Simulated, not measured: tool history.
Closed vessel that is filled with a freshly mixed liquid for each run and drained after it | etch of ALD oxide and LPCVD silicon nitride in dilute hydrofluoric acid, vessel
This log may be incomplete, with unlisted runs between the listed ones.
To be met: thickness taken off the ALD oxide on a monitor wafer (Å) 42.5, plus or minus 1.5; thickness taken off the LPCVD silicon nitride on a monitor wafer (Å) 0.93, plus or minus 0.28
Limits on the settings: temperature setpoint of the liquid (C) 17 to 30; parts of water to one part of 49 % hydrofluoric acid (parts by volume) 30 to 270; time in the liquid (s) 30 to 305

| run | hour | temperature setpoint of the liquid (C) | parts of water to one part of 49 % hydrofluoric acid (parts by volume) | time in the liquid (s) | thickness taken off the ALD oxide on a monitor wafer (Å) | thickness taken off the LPCVD silicon nitride on a monitor wafer (Å) |
|---|---|---|---|---|---|---|
| 1 | 0 | 22 | 150 | 155 | 208.46 | 4.9097 |
| 2 | 4.8 | 21 | 175 | 140 | 152 | 3.2394 |
| 3 | 5.4 | 21 | 195 | 120 | 116.42 | 2.8545 |
| 4 | 8.5 | 21 | 145 | 120 | 166.28 | 3.1611 |
| 5 | 10.1 | 20 | 170 | 110 | 118.97 | 2.2582 |
| 6 | 11.9 | 18.5 | 170 | 110 | 112.12 | 2.514 |
| 7 | 18 | 20 | 230 | 70 | 53.1 | 1.4459 |
| 8 | 25.9 | 17 | 245 | 65 | 40.529 | 0.81279 |

4 next moves are on the table. One of them brings every result within its allowed miss. Which?
| A | 33.8 | 17 | 230 | 55 | ? | ? |
| B | 33.8 | 30 | 255 | 40 | ? | ? |
| C | 33.8 | 21 | 225 | 45 | ? | ? |
| D | 33.8 | 17 | 270 | 75 | ? | ? |

| move | thickness taken off the ALD oxide on a monitor wafer (Å) | thickness taken off the LPCVD silicon nitride on a monitor wafer (Å) |
|---|---|---|
| A | 37.339 | 0.77157 |
| B | 38.225 | 1.1432 |
| C | 36.589 | 0.8384 |
| D | 41.887 | 0.903 |
A: the biggest miss grows against the last run
B: the biggest miss grows against the last run
C: the biggest miss grows against the last run
D: in spec on every target
Go with D: it meets all targets.

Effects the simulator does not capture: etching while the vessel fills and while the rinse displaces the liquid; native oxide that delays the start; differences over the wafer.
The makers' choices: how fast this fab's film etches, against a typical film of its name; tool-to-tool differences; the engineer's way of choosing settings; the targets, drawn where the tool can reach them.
